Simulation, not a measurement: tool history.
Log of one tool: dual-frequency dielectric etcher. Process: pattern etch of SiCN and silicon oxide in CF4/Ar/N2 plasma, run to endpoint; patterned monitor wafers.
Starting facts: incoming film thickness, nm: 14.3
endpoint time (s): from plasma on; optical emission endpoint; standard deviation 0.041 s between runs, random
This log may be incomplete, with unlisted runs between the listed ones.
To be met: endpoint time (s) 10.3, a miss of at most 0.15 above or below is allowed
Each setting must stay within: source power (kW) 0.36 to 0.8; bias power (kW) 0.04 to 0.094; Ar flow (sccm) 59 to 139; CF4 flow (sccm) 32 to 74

{"run": 1, "hour": 0.0, "source power (kW)": 0.58, "bias power (kW)": 0.067, "Ar flow (sccm)": 99, "CF4 flow (sccm)": 53, "endpoint time (s)": 14.112}
{"run": 2, "hour": 5.2, "source power (kW)": 0.62, "bias power (kW)": 0.067, "Ar flow (sccm)": 99, "CF4 flow (sccm)": 53, "endpoint time (s)": 13.164}
{"run": 3, "hour": 6.0, "source power (kW)": 0.65, "bias power (kW)": 0.067, "Ar flow (sccm)": 99, "CF4 flow (sccm)": 53, "endpoint time (s)": 12.68}
{"run": 4, "hour": 10.3, "source power (kW)": 0.67, "bias power (kW)": 0.067, "Ar flow (sccm)": 99, "CF4 flow (sccm)": 53, "endpoint time (s)": 12.302}
{"run": 5, "hour": 12.6, "source power (kW)": 0.69, "bias power (kW)": 0.067, "Ar flow (sccm)": 99, "CF4 flow (sccm)": 53, "endpoint time (s)": 11.93}
{"run": 6, "hour": 18.1, "source power (kW)": 0.71, "bias power (kW)": 0.067, "Ar flow (sccm)": 99, "CF4 flow (sccm)": 53, "endpoint time (s)": 11.758}
{"run": 7, "hour": 22.1, "source power (kW)": 0.73, "bias power (kW)": 0.068, "Ar flow (sccm)": 99, "CF4 flow (sccm)": 53, "endpoint time (s)": 11.226}
{"run": 8, "hour": 26.8, "source power (kW)": 0.74, "bias power (kW)": 0.068, "Ar flow (sccm)": 99, "CF4 flow (sccm)": 53, "endpoint time (s)": 11.185}

Exercise: of the 5 proposed moves below, exactly one satisfies all targets within the stated allowed misses. Which move is it?
{"run": "A", "hour": 31.5, "source power (kW)": 0.77, "bias power (kW)": 0.069, "Ar flow (sccm)": 80, "CF4 flow (sccm)": 53, "endpoint time (s)": "?"}
{"run": "B", "hour": 31.5, "source power (kW)": 0.67, "bias power (kW)": 0.071, "Ar flow (sccm)": 104, "CF4 flow (sccm)": 56, "endpoint time (s)": "?"}
{"run": "C", "hour": 31.5, "source power (kW)": 0.66, "bias power (kW)": 0.074, "Ar flow (sccm)": 109, "CF4 flow (sccm)": 49, "endpoint time (s)": "?"}
{"run": "D", "hour": 31.5, "source power (kW)": 0.67, "bias power (kW)": 0.063, "Ar flow (sccm)": 104, "CF4 flow (sccm)": 55, "endpoint time (s)": "?"}
{"run": "E", "hour": 31.5, "source power (kW)": 0.72, "bias power (kW)": 0.068, "Ar flow (sccm)": 75, "CF4 flow (sccm)": 64, "endpoint time (s)": "?"}

move=A endpoint_time_(s)=10.3
move=B endpoint_time_(s)=12.072
move=C endpoint_time_(s)=12.381
move=D endpoint_time_(s)=12.545
move=E endpoint_time_(s)=10.659
A: every result lands within tolerance
B: misses by more than the last run did
C: misses by more than the last run did
D: misses by more than the last run did
E: closes in on the targets versus the last run, not all within tolerance yet
Move A is the one to make.
